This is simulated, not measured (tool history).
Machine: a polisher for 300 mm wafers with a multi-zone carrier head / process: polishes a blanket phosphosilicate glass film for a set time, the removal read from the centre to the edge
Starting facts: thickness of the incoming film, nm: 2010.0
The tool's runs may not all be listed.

| run | hour | flow of slurry (ml/min) | pressure of the head's centre zone | pressure of the head's middle zone | pressure of the head's edge zone | abrasive content of the slurry | polishing time (s) | film removed at the wafer's centre (nm) | film removed at mid-radius (nm) | film removed at the wafer's edge (nm) |
|---|---|---|---|---|---|---|---|---|---|---|
| 1 | 0.0 | 260 | 1.00 | 1.00 | 1.00 | 1.00 | 84 | 582.79 | 592.77 | 598.05 |
| 2 | 6.5 | 300 | 1.00 | 1.00 | 1.00 | 1.00 | 84 | 593.09 | 603.58 | 608.46 |
| 3 | 10.2 | 300 | 0.97 | 1.00 | 1.00 | 1.00 | 84 | 589.41 | 606.84 | 609.73 |
| 4 | 18.5 | 360 | 0.97 | 1.00 | 1.00 | 1.00 | 84 | 597.97 | 613.15 | 615.34 |
| 5 | 20.6 | 360 | 0.97 | 0.94 | 1.00 | 1.00 | 84 | 598.92 | 582.77 | 615.23 |
| 6 | 21.7 | 360 | 0.97 | 0.89 | 1.00 | 1.00 | 84 | 598.93 | 567.17 | 615.60 |
| 7 | 24.1 | 355 | 0.95 | 0.94 | 1.00 | 1.10 | 85 | 602.83 | 601.81 | 634.74 |
| 8 | 25.2 | 345 | 0.94 | 0.98 | 1.00 | 1.20 | 87 | 633.38 | 651.25 | 678.62 |
| 9 | 32.0 | 340 | 0.93 | 1.02 | 0.99 | 1.25 | 88 | 642.36 | 693.24 | 682.85 |

Run 10 is up next; what results do you expect?
| 10 | 37.7 | 340 | 0.92 | 1.05 | 1.00 | 1.30 | 89 | ? | ? | ? |

film removed at the wafer's centre (nm): 646.37
film removed at mid-radius (nm): 717.91
film removed at the wafer's edge (nm): 713.30

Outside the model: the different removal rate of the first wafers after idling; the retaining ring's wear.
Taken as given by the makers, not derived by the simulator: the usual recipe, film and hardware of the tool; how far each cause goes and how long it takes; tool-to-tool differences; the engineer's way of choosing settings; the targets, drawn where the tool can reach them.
